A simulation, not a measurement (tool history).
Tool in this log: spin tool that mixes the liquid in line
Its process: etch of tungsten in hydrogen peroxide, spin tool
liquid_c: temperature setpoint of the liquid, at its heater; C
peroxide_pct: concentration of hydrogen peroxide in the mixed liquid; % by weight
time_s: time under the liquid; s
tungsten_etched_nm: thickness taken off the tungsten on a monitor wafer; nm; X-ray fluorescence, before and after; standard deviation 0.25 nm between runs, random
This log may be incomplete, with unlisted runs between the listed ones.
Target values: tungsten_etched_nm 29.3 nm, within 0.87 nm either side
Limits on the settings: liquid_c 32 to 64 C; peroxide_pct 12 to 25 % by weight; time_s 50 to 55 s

run,hour,liquid_c,peroxide_pct,time_s,tungsten_etched_nm
1,0,48,17,50,65.869
2,3.7,48,14,50,60.078
3,7.7,48,12.5,50,57.023
4,9.8,47,12.5,50,52.632
5,12.2,47,15,50,57.91
6,18.1,47,15,50,58.693
7,19,45.5,15,50,52.289
8,26.8,44.5,15,50,50.438
9,32.5,43.5,15,50,46.472
10,35.9,42.5,15,50,43.634
11,43.2,42,15,50,41.741
12,49.3,41.5,15,50,41.232
13,54.4,41,15,50,40.114
14,63.1,40.5,15,50,38.451

Consider the 4 candidate settings below. Which is the only one whose results all fall within their allowed miss of target?
A,71.8,45,15,55,?
B,71.8,37.5,13,50,?
C,71.8,45.5,16,55,?
D,71.8,41.5,17,55,?

move,tungsten_etched_nm
A,57.058
B,29.751
C,60.813
D,48.594
A: lands further from the targets than the last run did
B: every result within its allowed miss
C: lands further from the targets than the last run did
D: lands further from the targets than the last run did
B meets every target.

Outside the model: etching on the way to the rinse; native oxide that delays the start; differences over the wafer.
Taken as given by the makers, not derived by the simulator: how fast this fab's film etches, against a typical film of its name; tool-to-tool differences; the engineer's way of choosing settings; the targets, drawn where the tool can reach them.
